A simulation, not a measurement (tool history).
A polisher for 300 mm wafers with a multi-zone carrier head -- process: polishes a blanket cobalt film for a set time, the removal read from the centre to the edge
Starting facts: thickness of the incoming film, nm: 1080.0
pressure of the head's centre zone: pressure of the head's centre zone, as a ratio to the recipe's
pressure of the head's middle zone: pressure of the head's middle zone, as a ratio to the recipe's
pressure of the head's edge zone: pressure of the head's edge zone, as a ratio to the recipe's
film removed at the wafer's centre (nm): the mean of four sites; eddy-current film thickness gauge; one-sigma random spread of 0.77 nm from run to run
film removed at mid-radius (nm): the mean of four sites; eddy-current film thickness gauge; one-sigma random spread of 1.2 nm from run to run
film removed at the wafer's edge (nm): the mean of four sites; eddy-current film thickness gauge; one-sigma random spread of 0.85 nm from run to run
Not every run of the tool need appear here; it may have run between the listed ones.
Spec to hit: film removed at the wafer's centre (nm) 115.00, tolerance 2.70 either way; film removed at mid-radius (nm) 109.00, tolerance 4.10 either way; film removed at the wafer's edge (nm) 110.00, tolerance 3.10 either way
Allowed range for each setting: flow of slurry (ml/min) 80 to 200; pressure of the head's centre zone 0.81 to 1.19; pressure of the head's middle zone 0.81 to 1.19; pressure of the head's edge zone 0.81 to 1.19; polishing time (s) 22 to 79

| run | hour | flow of slurry (ml/min) | pressure of the head's centre zone | pressure of the head's middle zone | pressure of the head's edge zone | polishing time (s) | film removed at the wafer's centre (nm) | film removed at mid-radius (nm) | film removed at the wafer's edge (nm) |
|---|---|---|---|---|---|---|---|---|---|
| 1 | 0.0 | 130 | 1.00 | 1.00 | 1.00 | 50 | 152.69 | 155.77 | 155.33 |
| 2 | 0.9 | 130 | 1.00 | 1.00 | 1.06 | 50 | 154.20 | 155.20 | 160.22 |
| 3 | 7.1 | 130 | 1.00 | 1.06 | 1.06 | 50 | 153.62 | 165.97 | 161.31 |
| 4 | 9.0 | 125 | 1.00 | 1.02 | 1.01 | 47 | 141.38 | 148.15 | 146.47 |
| 5 | 9.9 | 125 | 1.01 | 0.99 | 0.97 | 45 | 136.86 | 139.86 | 135.93 |
| 6 | 16.0 | 125 | 1.01 | 0.99 | 1.00 | 45 | 137.78 | 138.49 | 139.02 |
| 7 | 20.3 | 95 | 1.00 | 0.89 | 0.90 | 39 | 108.75 | 98.27 | 109.48 |
| 8 | 27.5 | 100 | 1.00 | 0.90 | 0.89 | 39 | 109.71 | 102.69 | 109.19 |
| 9 | 34.5 | 105 | 1.00 | 0.90 | 0.88 | 39 | 112.40 | 104.06 | 110.37 |
| 10 | 42.6 | 105 | 1.00 | 0.90 | 0.87 | 39 | 113.11 | 102.32 | 108.88 |
| 11 | 51.0 | 120 | 0.99 | 0.96 | 0.86 | 39 | 114.91 | 114.88 | 113.31 |
| 12 | 58.8 | 120 | 0.99 | 0.96 | 0.86 | 39 | 115.17 | 115.02 | 112.65 |

Which of these 4 next moves meets every target?
| A | 66.6 | 135 | 0.97 | 1.02 | 0.94 | 38 | ? | ? | ? |
| B | 66.6 | 115 | 0.98 | 1.11 | 0.85 | 39 | ? | ? | ? |
| C | 66.6 | 175 | 0.98 | 0.91 | 0.88 | 36 | ? | ? | ? |
| D | 66.6 | 170 | 1.03 | 1.11 | 0.94 | 34 | ? | ? | ? |

| move | film removed at the wafer's centre (nm) | film removed at mid-radius (nm) | film removed at the wafer's edge (nm) |
|---|---|---|---|
| A | 113.86 | 123.72 | 116.16 |
| B | 113.21 | 131.45 | 110.77 |
| C | 115.12 | 111.89 | 110.76 |
| D | 113.85 | 124.33 | 107.17 |
A: further off than the last run
B: further off than the last run
C: in spec on every target
D: further off than the last run
Answer: C

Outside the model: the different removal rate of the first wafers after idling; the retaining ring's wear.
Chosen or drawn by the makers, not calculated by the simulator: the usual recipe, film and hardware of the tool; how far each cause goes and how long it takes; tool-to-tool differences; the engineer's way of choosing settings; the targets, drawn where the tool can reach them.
